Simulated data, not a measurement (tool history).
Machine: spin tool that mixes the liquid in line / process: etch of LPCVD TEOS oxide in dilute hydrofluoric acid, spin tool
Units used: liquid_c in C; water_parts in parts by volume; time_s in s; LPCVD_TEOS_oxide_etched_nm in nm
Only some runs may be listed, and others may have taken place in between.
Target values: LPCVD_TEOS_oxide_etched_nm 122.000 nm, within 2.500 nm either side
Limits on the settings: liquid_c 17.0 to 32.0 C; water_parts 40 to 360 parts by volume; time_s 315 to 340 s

Run 1, hour 0.0: liquid_c 24.0 C, water_parts 200 parts by volume, time_s 315 s. Result: LPCVD_TEOS_oxide_etched_nm 38.372 nm.
Run 2, hour 7.2: liquid_c 26.5 C, water_parts 200 parts by volume, time_s 315 s. Result: LPCVD_TEOS_oxide_etched_nm 41.863 nm.
Run 3, hour 12.8: liquid_c 26.5 C, water_parts 200 parts by volume, time_s 315 s. Result: LPCVD_TEOS_oxide_etched_nm 41.956 nm.
Run 4, hour 19.0: liquid_c 28.0 C, water_parts 160 parts by volume, time_s 315 s. Result: LPCVD_TEOS_oxide_etched_nm 58.442 nm.
Run 5, hour 22.0: liquid_c 29.0 C, water_parts 135 parts by volume, time_s 315 s. Result: LPCVD_TEOS_oxide_etched_nm 74.027 nm.
Run 6, hour 27.6: liquid_c 30.0 C, water_parts 120 parts by volume, time_s 315 s. Result: LPCVD_TEOS_oxide_etched_nm 88.753 nm.
Run 7, hour 30.1: liquid_c 30.5 C, water_parts 110 parts by volume, time_s 315 s. Result: LPCVD_TEOS_oxide_etched_nm 99.585 nm.
Run 8, hour 38.4: liquid_c 32.0 C, water_parts 85 parts by volume, time_s 315 s. Result: LPCVD_TEOS_oxide_etched_nm 142.540 nm.
Run 9, hour 40.8: liquid_c 31.5 C, water_parts 85 parts by volume, time_s 315 s. Result: LPCVD_TEOS_oxide_etched_nm 140.310 nm.
Run 10, hour 48.2: liquid_c 31.0 C, water_parts 85 parts by volume, time_s 315 s. Result: LPCVD_TEOS_oxide_etched_nm 135.830 nm.
Run 11, hour 51.6: liquid_c 30.5 C, water_parts 85 parts by volume, time_s 315 s. Result: LPCVD_TEOS_oxide_etched_nm 132.760 nm.
Run 12, hour 56.4: liquid_c 30.0 C, water_parts 85 parts by volume, time_s 315 s. Result: LPCVD_TEOS_oxide_etched_nm 131.810 nm.
Run 13, hour 60.7: liquid_c 29.5 C, water_parts 85 parts by volume, time_s 315 s. Result: LPCVD_TEOS_oxide_etched_nm 128.770 nm.
Run 14, hour 69.1: liquid_c 29.0 C, water_parts 85 parts by volume, time_s 315 s. Result: LPCVD_TEOS_oxide_etched_nm 127.030 nm.

4 next moves are on the table. One of them brings every result within its allowed miss. Which?
Run A, hour 77.5: liquid_c 29.5 C, water_parts 85 parts by volume, time_s 315 s. Result: LPCVD_TEOS_oxide_etched_nm ?.
Run B, hour 77.5: liquid_c 31.0 C, water_parts 95 parts by volume, time_s 320 s. Result: LPCVD_TEOS_oxide_etched_nm ?.
Run C, hour 77.5: liquid_c 29.0 C, water_parts 85 parts by volume, time_s 330 s. Result: LPCVD_TEOS_oxide_etched_nm ?.
Run D, hour 77.5: liquid_c 28.5 C, water_parts 80 parts by volume, time_s 315 s. Result: LPCVD_TEOS_oxide_etched_nm ?.

move  LPCVD_TEOS_oxide_etched_nm
   A                     128.060
   B                     121.190
   C                     131.630
   D                     131.980
A: lands further from the targets than the last run did
B: every result lands within tolerance
C: lands further from the targets than the last run did
D: lands further from the targets than the last run did
Correct choice: B, which meets every target
